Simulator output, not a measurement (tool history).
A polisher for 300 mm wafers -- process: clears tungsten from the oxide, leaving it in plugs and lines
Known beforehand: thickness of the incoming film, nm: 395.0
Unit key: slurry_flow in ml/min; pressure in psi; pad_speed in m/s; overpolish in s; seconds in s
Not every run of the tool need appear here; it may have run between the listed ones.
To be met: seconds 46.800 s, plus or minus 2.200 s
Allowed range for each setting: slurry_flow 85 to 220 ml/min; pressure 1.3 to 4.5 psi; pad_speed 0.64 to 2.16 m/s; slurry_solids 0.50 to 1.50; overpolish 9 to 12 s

run    day  slurry_flow  pressure  pad_speed  slurry_solids  overpolish  seconds
  1  0.000          140       2.9       1.40           1.00          12   70.237
  2  0.021          140       2.5       1.40           1.00          12   78.719
  3  0.217          140       2.8       1.42           1.00          12   71.050
  4  0.367          115       2.8       1.42           1.00          12   74.191
     0.492  -- worn pad replaced by a new one
  5  0.492          120       3.0       1.42           1.00          12   61.550
  6  0.646          120       3.0       1.66           1.00          12   53.012
  7  0.712          120       3.1       1.66           1.00          12   52.933
  8  0.967          120       3.2       1.66           1.00          12   50.146

5 next moves are on the table. One of them brings every result within its allowed miss. Which?
  A  1.221          125       2.9       1.60           1.00          12        ?
  B  1.221          125       3.5       1.40           1.15          10        ?
  C  1.221          125       3.2       1.78           1.00           9        ?
  D  1.221          150       2.8       1.66           1.10           9        ?
  E  1.221          125       3.0       1.66           1.05          12        ?

move  seconds
   A   55.248
   B   51.326
   C   45.581
   D   51.741
   E   51.105
A: its largest miss is bigger than the last run's
B: its largest miss is bigger than the last run's
C: all results in spec
D: its largest miss is bigger than the last run's
E: its largest miss is bigger than the last run's
So the answer is move C, the one that meets all the targets.

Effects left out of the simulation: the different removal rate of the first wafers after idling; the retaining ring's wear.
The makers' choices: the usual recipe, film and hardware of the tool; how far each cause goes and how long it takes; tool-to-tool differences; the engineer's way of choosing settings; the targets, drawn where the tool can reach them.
